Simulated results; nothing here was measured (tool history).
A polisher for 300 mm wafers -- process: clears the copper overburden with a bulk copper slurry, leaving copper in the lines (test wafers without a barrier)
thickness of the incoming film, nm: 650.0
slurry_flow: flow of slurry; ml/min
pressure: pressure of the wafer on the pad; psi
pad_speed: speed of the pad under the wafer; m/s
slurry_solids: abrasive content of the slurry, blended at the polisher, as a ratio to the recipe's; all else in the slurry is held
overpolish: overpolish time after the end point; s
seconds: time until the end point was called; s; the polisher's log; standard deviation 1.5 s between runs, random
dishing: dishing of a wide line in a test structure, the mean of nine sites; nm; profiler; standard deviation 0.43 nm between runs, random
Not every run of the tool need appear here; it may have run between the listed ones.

run	hour	slurry_flow	pressure	pad_speed	slurry_solids	overpolish	seconds	dishing
1	0	285	1.8	0.96	1	19	106.38	62.142
2	3.7	285	1.6	0.96	1	16	116.66	52.906
3	5.7	285	1.6	0.96	0.9	16	118.19	51.395
4	13.5	280	1.5	0.96	0.9	14	124.03	43.391
5	21.6	275	1.4	0.96	0.85	13	133.42	39.373
6	23.1	275	1.7	0.96	0.85	13	116.91	45.036
7	27.9	270	1.6	0.96	0.85	12	121.26	39.696
8	34.1	255	1.5	0.96	0.85	12	128.21	38.628
9	38.9	255	1.5	0.96	0.85	12	128	38.321

For run 10, what comes out?
10	43.3	245	1.4	0.96	0.85	12	?	?

{"run 10": {"seconds": 133, "dishing": 36.511}}
